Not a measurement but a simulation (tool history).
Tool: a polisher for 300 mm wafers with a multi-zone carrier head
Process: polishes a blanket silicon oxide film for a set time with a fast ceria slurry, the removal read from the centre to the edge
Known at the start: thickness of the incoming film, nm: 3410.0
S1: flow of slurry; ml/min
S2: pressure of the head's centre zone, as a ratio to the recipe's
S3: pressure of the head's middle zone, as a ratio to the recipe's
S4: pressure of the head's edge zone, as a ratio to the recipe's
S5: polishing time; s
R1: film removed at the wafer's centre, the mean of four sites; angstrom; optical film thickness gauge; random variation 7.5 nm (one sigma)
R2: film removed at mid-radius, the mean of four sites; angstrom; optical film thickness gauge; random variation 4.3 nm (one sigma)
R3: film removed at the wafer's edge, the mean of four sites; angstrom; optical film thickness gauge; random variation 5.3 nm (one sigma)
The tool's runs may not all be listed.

run	hour	S1	S2	S3	S4	S5	R1	R2	R3
1	0	140	1	1	1	66	9489.1	9749.7	9818.4
2	3.8	140	0.95	1	1	66	9287.9	9721.2	9762.7
3	6	130	0.93	0.99	1.01	61	8241	8855.6	9145.5
4	12.2	130	0.93	0.96	1.01	61	8461.5	8690.3	8962.2
5	19.4	125	0.91	0.96	1.02	57	7555.7	8018.9	8318.1
6	26.5	95	0.91	0.96	1.02	57	7315.7	7525.2	8056.6
7	31.7	95	0.9	0.96	1.02	54	6766.2	7053.6	7715.2
8	40.5	95	0.89	0.96	1.01	52	6308.8	6874.8	7484.9
9	48.3	95	0.9	0.95	0.98	50	6198.2	6572.3	6992.4
10	54	95	0.89	0.94	0.97	49	5823.8	6273.3	6747.6
11	58.1	95	0.88	0.93	0.95	49	5867.5	6365.4	6784.3
12	66.6	90	0.84	0.9	0.93	40	4559.2	5014.4	5445.6
13	73.7	90	0.84	0.9	0.93	40	4583.6	4953.6	5436.8
14	80.4	100	0.84	0.91	0.95	40	4769.5	5091.6	5584.8

The next listed run, before its measurement:
15	84.1	100	0.84	0.92	0.96	40	?	?	?

{"run 15": {"R1": 4679.9, "R2": 5191.9, "R3": 5573.3}}

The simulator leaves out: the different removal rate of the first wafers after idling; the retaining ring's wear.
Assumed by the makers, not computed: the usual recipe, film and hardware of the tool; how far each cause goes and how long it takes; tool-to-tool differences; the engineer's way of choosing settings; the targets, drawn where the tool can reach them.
